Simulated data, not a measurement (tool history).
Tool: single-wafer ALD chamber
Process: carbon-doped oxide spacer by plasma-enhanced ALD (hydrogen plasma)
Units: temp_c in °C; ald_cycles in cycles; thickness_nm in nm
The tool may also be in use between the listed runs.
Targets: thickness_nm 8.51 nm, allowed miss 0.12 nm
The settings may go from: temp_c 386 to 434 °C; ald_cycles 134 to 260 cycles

run	hour	temp_c	ald_cycles	thickness_nm
1	0	410	197	10.412
2	9.1	412	193	10.134
3	18.1	414	190	9.9194
4	24.1	424	190	9.5193
5	25.7	425	188	9.4079
6	26.7	425	206	10.328
7	35.6	426	202	10.053
8	36.9	427	198	9.8773
9	42.4	428	195	9.7109
10	50.6	433	167	8.1145

Which of these 4 next moves meets every target?
A	58.8	433	180	?
B	58.8	413	163	?
C	58.8	433	168	?
D	58.8	432	181	?

move	thickness_nm
A	8.7168
B	8.4993
C	8.1357
D	8.7989
A: takes the result that was furthest off past its target
B: meets every target
C: nearer than the last run, and not there yet
D: takes the result that was furthest off past its target
The right move is B.

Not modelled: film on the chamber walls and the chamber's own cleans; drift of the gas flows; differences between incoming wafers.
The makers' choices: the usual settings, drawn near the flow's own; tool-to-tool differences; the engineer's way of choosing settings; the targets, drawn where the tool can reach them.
